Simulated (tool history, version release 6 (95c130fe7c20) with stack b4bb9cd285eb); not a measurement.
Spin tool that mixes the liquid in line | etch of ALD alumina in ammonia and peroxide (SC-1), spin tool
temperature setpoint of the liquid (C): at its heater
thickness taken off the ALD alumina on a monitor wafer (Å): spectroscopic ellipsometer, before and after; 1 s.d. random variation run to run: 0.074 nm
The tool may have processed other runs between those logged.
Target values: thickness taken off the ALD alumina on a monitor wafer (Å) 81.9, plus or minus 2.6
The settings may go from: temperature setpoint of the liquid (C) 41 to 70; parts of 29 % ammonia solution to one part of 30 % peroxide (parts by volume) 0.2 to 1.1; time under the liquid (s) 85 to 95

run	hour	temperature setpoint of the liquid (C)	parts of 29 % ammonia solution to one part of 30 % peroxide (parts by volume)	time under the liquid (s)	thickness taken off the ALD alumina on a monitor wafer (Å)
1	0	57	0.6	85	65.759
2	5.5	57.5	0.6	85	67.214
3	13.8	58	0.6	85	68.598
4	14.7	58	0.5	85	67.151
5	18.7	58.5	0.5	85	69.154
6	23.8	58.5	0.5	85	68.905
7	28	59	0.5	85	70.675
8	33.9	59	0.5	85	70.855
9	36.4	59.5	0.5	85	72.857
10	45.1	60	0.5	85	73.811
11	45.7	60.5	0.5	85	77.338
12	50.3	61	0.5	85	78.344

Pick the move, out of 5, that brings all results within their allowed miss; only one does.
A	54.9	65.5	0.2	85	?
B	54.9	60.5	0.55	85	?
C	54.9	61.5	0.6	90	?
D	54.9	61	0.4	85	?
E	54.9	61.5	0.6	85	?

move	thickness taken off the ALD alumina on a monitor wafer (Å)
A	90.752
B	77.655
C	87.241
D	77.298
E	82.394
A: moves the result that the last run missed by most past its target, out the other side
B: lands further from the targets than the last run did
C: moves the result that the last run missed by most past its target, out the other side
D: lands further from the targets than the last run did
E: every result lands within tolerance
The right move is E.

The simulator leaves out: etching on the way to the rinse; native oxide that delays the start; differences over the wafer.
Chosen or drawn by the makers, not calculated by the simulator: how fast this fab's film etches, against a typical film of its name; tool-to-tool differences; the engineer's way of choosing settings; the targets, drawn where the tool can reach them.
